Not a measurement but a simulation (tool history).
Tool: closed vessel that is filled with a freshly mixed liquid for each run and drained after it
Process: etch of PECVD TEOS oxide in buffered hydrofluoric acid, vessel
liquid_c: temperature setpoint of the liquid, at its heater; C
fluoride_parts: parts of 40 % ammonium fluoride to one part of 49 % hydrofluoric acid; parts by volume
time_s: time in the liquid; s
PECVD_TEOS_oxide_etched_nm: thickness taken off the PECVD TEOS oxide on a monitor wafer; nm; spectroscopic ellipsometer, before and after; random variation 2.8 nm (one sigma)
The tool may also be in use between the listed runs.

Run 1, hour 0.0: liquid_c 23.0 C, fluoride_parts 16.0 parts by volume, time_s 90 s. Result: PECVD_TEOS_oxide_etched_nm 128.11 nm.
Run 2, hour 8.3: liquid_c 23.0 C, fluoride_parts 16.0 parts by volume, time_s 95 s. Result: PECVD_TEOS_oxide_etched_nm 132.16 nm.
Run 3, hour 11.0: liquid_c 23.0 C, fluoride_parts 16.0 parts by volume, time_s 90 s. Result: PECVD_TEOS_oxide_etched_nm 126.05 nm.
Run 4, hour 13.5: liquid_c 24.5 C, fluoride_parts 14.0 parts by volume, time_s 90 s. Result: PECVD_TEOS_oxide_etched_nm 155.76 nm.
Run 5, hour 17.5: liquid_c 27.5 C, fluoride_parts 14.0 parts by volume, time_s 90 s. Result: PECVD_TEOS_oxide_etched_nm 182.21 nm.
Run 6, hour 25.4: liquid_c 27.5 C, fluoride_parts 14.0 parts by volume, time_s 95 s. Result: PECVD_TEOS_oxide_etched_nm 194.70 nm.
Run 7, hour 33.5: liquid_c 28.5 C, fluoride_parts 12.5 parts by volume, time_s 95 s. Result: PECVD_TEOS_oxide_etched_nm 225.75 nm.
Run 8, hour 40.9: liquid_c 29.0 C, fluoride_parts 11.5 parts by volume, time_s 95 s. Result: PECVD_TEOS_oxide_etched_nm 256.23 nm.
Run 9, hour 49.1: liquid_c 29.0 C, fluoride_parts 11.5 parts by volume, time_s 95 s. Result: PECVD_TEOS_oxide_etched_nm 254.99 nm.

Forecast run 10:
Run 10, hour 55.7: liquid_c 29.5 C, fluoride_parts 11.0 parts by volume, time_s 95 s. Result: PECVD_TEOS_oxide_etched_nm ?.

{"run 10": {"PECVD_TEOS_oxide_etched_nm": 277.43}}

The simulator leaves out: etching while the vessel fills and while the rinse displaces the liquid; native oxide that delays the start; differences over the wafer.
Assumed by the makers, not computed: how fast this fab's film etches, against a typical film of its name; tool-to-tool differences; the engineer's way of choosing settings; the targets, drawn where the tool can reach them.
